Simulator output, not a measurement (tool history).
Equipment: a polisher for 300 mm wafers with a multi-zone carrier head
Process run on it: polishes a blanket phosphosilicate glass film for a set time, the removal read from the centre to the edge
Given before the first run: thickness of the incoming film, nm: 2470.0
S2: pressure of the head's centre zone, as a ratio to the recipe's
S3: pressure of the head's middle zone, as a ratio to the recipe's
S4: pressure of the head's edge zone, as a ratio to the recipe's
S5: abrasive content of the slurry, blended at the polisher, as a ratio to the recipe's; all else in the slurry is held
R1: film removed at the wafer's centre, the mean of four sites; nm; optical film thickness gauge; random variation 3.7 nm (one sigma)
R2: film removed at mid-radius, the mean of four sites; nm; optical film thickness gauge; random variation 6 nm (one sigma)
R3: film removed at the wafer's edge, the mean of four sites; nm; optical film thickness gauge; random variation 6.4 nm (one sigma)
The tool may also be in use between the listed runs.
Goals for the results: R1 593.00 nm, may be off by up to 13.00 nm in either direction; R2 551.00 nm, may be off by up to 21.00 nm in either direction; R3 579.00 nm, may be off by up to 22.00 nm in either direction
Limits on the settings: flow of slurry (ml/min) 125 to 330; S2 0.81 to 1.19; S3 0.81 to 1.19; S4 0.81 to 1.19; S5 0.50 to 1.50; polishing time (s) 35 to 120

{"run": 1, "hour": 0.0, "flow of slurry (ml/min)": 210, "S2": 1.0, "S3": 1.0, "S4": 1.0, "S5": 1.0, "polishing time (s)": 77, "R1": 657.66, "R2": 653.82, "R3": 703.58}
{"run": 2, "hour": 7.9, "flow of slurry (ml/min)": 200, "S2": 1.0, "S3": 0.98, "S4": 0.96, "S5": 0.95, "polishing time (s)": 77, "R1": 635.69, "R2": 610.41, "R3": 666.3}
{"run": 3, "hour": 16.2, "flow of slurry (ml/min)": 200, "S2": 1.0, "S3": 0.98, "S4": 0.92, "S5": 0.95, "polishing time (s)": 77, "R1": 643.65, "R2": 620.12, "R3": 655.16}
{"run": 4, "hour": 23.3, "flow of slurry (ml/min)": 200, "S2": 1.0, "S3": 0.98, "S4": 0.92, "S5": 1.15, "polishing time (s)": 77, "R1": 714.8, "R2": 693.52, "R3": 743.04}
{"run": 5, "hour": 28.2, "flow of slurry (ml/min)": 200, "S2": 1.0, "S3": 0.98, "S4": 0.92, "S5": 1.15, "polishing time (s)": 91, "R1": 844.65, "R2": 837.99, "R3": 878.0}
{"run": 6, "hour": 34.6, "flow of slurry (ml/min)": 240, "S2": 1.0, "S3": 0.98, "S4": 0.92, "S5": 1.15, "polishing time (s)": 91, "R1": 868.71, "R2": 835.37, "R3": 879.32}
{"run": 7, "hour": 43.1, "flow of slurry (ml/min)": 260, "S2": 0.98, "S3": 0.97, "S4": 0.9, "S5": 0.95, "polishing time (s)": 91, "R1": 750.3, "R2": 728.8, "R3": 760.0}
{"run": 8, "hour": 51.1, "flow of slurry (ml/min)": 265, "S2": 0.97, "S3": 0.95, "S4": 0.88, "S5": 0.85, "polishing time (s)": 91, "R1": 688.89, "R2": 669.89, "R3": 696.0}
{"run": 9, "hour": 53.7, "flow of slurry (ml/min)": 270, "S2": 0.97, "S3": 0.93, "S4": 0.86, "S5": 0.8, "polishing time (s)": 91, "R1": 650.59, "R2": 622.98, "R3": 657.81}
{"hour": 59.9, "done": "edge zone pressure recalibrated"}
{"run": 10, "hour": 59.9, "flow of slurry (ml/min)": 275, "S2": 0.97, "S3": 0.92, "S4": 0.85, "S5": 0.75, "polishing time (s)": 91, "R1": 618.68, "R2": 584.21, "R3": 594.4}
{"run": 11, "hour": 66.0, "flow of slurry (ml/min)": 270, "S2": 0.97, "S3": 0.91, "S4": 0.85, "S5": 0.75, "polishing time (s)": 91, "R1": 617.42, "R2": 579.13, "R3": 588.41}
{"run": 12, "hour": 72.8, "flow of slurry (ml/min)": 265, "S2": 0.97, "S3": 0.9, "S4": 0.86, "S5": 0.75, "polishing time (s)": 91, "R1": 610.97, "R2": 567.34, "R3": 596.19}
{"run": 13, "hour": 75.2, "flow of slurry (ml/min)": 260, "S2": 0.97, "S3": 0.9, "S4": 0.85, "S5": 0.75, "polishing time (s)": 91, "R1": 616.19, "R2": 561.61, "R3": 596.56}

Exactly one of the 4 candidate moves below puts every result within its allowed miss. Which one?
{"run": "A", "hour": 77.6, "flow of slurry (ml/min)": 230, "S2": 1.0, "S3": 0.87, "S4": 0.88, "S5": 0.7, "polishing time (s)": 100, "R1": "?", "R2": "?", "R3": "?"}
{"run": "B", "hour": 77.6, "flow of slurry (ml/min)": 235, "S2": 0.97, "S3": 0.9, "S4": 0.86, "S5": 0.7, "polishing time (s)": 96, "R1": "?", "R2": "?", "R3": "?"}
{"run": "C", "hour": 77.6, "flow of slurry (ml/min)": 195, "S2": 1.0, "S3": 0.92, "S4": 0.84, "S5": 0.65, "polishing time (s)": 108, "R1": "?", "R2": "?", "R3": "?"}
{"run": "D", "hour": 77.6, "flow of slurry (ml/min)": 300, "S2": 0.99, "S3": 0.87, "S4": 0.91, "S5": 0.7, "polishing time (s)": 97, "R1": "?", "R2": "?", "R3": "?"}

move=A R1=633.37 R2=551.92 R3=615.51
move=B R1=591.05 R2=544.96 R3=585.41
move=C R1=615.81 R2=561.05 R3=588.90
move=D R1=623.84 R2=547.74 R3=616.78
A: its largest miss is bigger than the last run's
B: all results in spec
C: about the same distance from the targets as the last run
D: its largest miss is bigger than the last run's
B is the move that brings every result within its allowed miss.
